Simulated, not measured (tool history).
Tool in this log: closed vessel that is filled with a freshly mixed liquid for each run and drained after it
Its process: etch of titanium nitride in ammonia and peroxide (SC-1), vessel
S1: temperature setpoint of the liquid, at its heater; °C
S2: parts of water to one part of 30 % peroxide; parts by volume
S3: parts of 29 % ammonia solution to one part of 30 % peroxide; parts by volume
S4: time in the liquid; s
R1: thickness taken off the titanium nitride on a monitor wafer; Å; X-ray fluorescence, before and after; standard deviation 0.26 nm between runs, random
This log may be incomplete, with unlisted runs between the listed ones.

| run | day | S1 | S2 | S3 | S4 | R1 |
|---|---|---|---|---|---|---|
| 1 | 0 | 54 | 7.5 | 0.55 | 450 | 607.15 |
| 2 | 0.096 | 50 | 7.5 | 0.55 | 450 | 456.51 |
| 3 | 0.446 | 49 | 7.5 | 0.55 | 450 | 428.01 |
| 4 | 0.646 | 49 | 7.5 | 0.7 | 450 | 446.62 |
| 5 | 0.929 | 48 | 7.5 | 0.7 | 450 | 421.27 |
| 6 | 1.058 | 48 | 5.5 | 0.7 | 450 | 471.2 |
| 7 | 1.242 | 47 | 5.5 | 0.7 | 450 | 456.26 |
| 8 | 1.454 | 46 | 5.5 | 0.7 | 450 | 414.62 |
| 9 | 1.608 | 45.5 | 5.5 | 0.7 | 450 | 402.49 |
| 10 | 1.929 | 45 | 5.5 | 0.7 | 450 | 390.15 |
| 11 | 2.021 | 44.5 | 5.5 | 0.7 | 450 | 371.61 |
| 12 | 2.358 | 44 | 5.5 | 0.7 | 450 | 356.05 |
| 13 | 2.562 | 43.5 | 5.5 | 0.7 | 450 | 345.27 |
| 14 | 2.879 | 43 | 5.5 | 0.7 | 450 | 338.84 |
| 15 | 3.175 | 42.5 | 5.5 | 0.7 | 450 | 321.42 |

For run 16, what comes out?
| 16 | 3.512 | 42 | 5.5 | 0.7 | 450 | ? |

{"run 16": {"R1": 307.54}}
